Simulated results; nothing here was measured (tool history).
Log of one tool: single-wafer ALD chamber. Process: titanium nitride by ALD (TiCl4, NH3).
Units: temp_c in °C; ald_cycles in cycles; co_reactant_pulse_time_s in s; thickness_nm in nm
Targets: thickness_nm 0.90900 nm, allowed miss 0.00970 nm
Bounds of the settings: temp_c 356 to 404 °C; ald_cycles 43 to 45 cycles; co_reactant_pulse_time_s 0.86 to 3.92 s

{"run": 1, "hour": 0.0, "temp_c": 380, "ald_cycles": 45, "co_reactant_pulse_time_s": 2.39, "thickness_nm": 0.98406}
{"run": 2, "hour": 7.0, "temp_c": 378, "ald_cycles": 45, "co_reactant_pulse_time_s": 2.21, "thickness_nm": 0.97194}
{"run": 3, "hour": 11.8, "temp_c": 371, "ald_cycles": 45, "co_reactant_pulse_time_s": 2.21, "thickness_nm": 0.97704}
{"run": 4, "hour": 16.2, "temp_c": 371, "ald_cycles": 45, "co_reactant_pulse_time_s": 1.74, "thickness_nm": 0.96044}
{"run": 5, "hour": 18.3, "temp_c": 371, "ald_cycles": 45, "co_reactant_pulse_time_s": 1.74, "thickness_nm": 0.96027}
{"run": 6, "hour": 25.6, "temp_c": 371, "ald_cycles": 45, "co_reactant_pulse_time_s": 1.67, "thickness_nm": 0.95303}
{"run": 7, "hour": 28.9, "temp_c": 371, "ald_cycles": 45, "co_reactant_pulse_time_s": 1.64, "thickness_nm": 0.95486}
{"run": 8, "hour": 32.1, "temp_c": 371, "ald_cycles": 45, "co_reactant_pulse_time_s": 1.59, "thickness_nm": 0.9521}
{"run": 9, "hour": 35.3, "temp_c": 371, "ald_cycles": 45, "co_reactant_pulse_time_s": 1.56, "thickness_nm": 0.95391}
{"run": 10, "hour": 36.1, "temp_c": 366, "ald_cycles": 43, "co_reactant_pulse_time_s": 1.05, "thickness_nm": 0.86371}

Which of these 5 next moves meets every target?
{"run": "A", "hour": 36.9, "temp_c": 368, "ald_cycles": 45, "co_reactant_pulse_time_s": 1.35, "thickness_nm": "?"}
{"run": "B", "hour": 36.9, "temp_c": 360, "ald_cycles": 45, "co_reactant_pulse_time_s": 0.93, "thickness_nm": "?"}
{"run": "C", "hour": 36.9, "temp_c": 366, "ald_cycles": 45, "co_reactant_pulse_time_s": 0.89, "thickness_nm": "?"}
{"run": "D", "hour": 36.9, "temp_c": 369, "ald_cycles": 45, "co_reactant_pulse_time_s": 1.07, "thickness_nm": "?"}
{"run": "E", "hour": 36.9, "temp_c": 366, "ald_cycles": 44, "co_reactant_pulse_time_s": 1.12, "thickness_nm": "?"}

move=A thickness_nm=0.93388
move=B thickness_nm=0.87392
move=C thickness_nm=0.88567
move=D thickness_nm=0.91426
move=E thickness_nm=0.89121
A: takes the result that was furthest off past its target
B: nearer than the last run, and not there yet
C: nearer than the last run, and not there yet
D: meets every target
E: nearer than the last run, and not there yet
Answer: D
